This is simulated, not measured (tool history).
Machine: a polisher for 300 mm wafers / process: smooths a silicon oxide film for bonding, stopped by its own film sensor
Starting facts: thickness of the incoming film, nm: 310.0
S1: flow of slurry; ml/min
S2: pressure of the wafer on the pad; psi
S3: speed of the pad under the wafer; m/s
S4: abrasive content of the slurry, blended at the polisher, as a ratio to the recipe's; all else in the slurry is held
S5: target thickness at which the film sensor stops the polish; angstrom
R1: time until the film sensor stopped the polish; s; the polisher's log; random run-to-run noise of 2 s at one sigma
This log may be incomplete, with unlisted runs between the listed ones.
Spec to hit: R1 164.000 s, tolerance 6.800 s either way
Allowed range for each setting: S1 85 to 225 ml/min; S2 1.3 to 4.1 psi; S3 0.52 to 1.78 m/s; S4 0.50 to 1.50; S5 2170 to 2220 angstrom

| run | hour | S1 | S2 | S3 | S4 | S5 | R1 |
|---|---|---|---|---|---|---|---|
| 1 | 0.0 | 145 | 2.7 | 1.14 | 1.00 | 2220 | 65.247 |
| 2 | 0.6 | 145 | 3.3 | 1.14 | 1.00 | 2220 | 53.116 |
| 3 | 3.2 | 145 | 3.3 | 1.14 | 1.00 | 2170 | 55.198 |
| 4 | 11.1 | 145 | 3.3 | 1.14 | 1.20 | 2170 | 50.968 |
| 5 | 15.7 | 145 | 2.9 | 1.02 | 1.20 | 2170 | 63.083 |
| 6 | 21.4 | 160 | 2.9 | 1.02 | 1.20 | 2170 | 61.688 |
| 7 | 22.5 | 155 | 2.5 | 0.90 | 1.20 | 2170 | 79.563 |
| 8 | 26.1 | 155 | 2.5 | 0.90 | 1.20 | 2170 | 79.851 |

Next run, 5 choices. One meets every target within its allowed miss, the rest don't. Which?
| A | 29.7 | 135 | 1.9 | 0.54 | 1.00 | 2170 | ? |
| B | 29.7 | 100 | 1.6 | 0.70 | 1.20 | 2170 | ? |
| C | 29.7 | 120 | 1.3 | 0.76 | 1.15 | 2170 | ? |
| D | 29.7 | 130 | 2.1 | 0.88 | 1.15 | 2170 | ? |
| E | 29.7 | 140 | 1.7 | 0.52 | 1.30 | 2170 | ? |

| move | R1 |
|---|---|
| A | 175.110 |
| B | 166.000 |
| C | 183.560 |
| D | 101.550 |
| E | 176.830 |
A: takes the biggest miss from the last run beyond its target
B: all results land within tolerance of their targets
C: takes the biggest miss from the last run beyond its target
D: closes in on the targets versus the last run, not all within tolerance yet
E: takes the biggest miss from the last run beyond its target
B meets every target.

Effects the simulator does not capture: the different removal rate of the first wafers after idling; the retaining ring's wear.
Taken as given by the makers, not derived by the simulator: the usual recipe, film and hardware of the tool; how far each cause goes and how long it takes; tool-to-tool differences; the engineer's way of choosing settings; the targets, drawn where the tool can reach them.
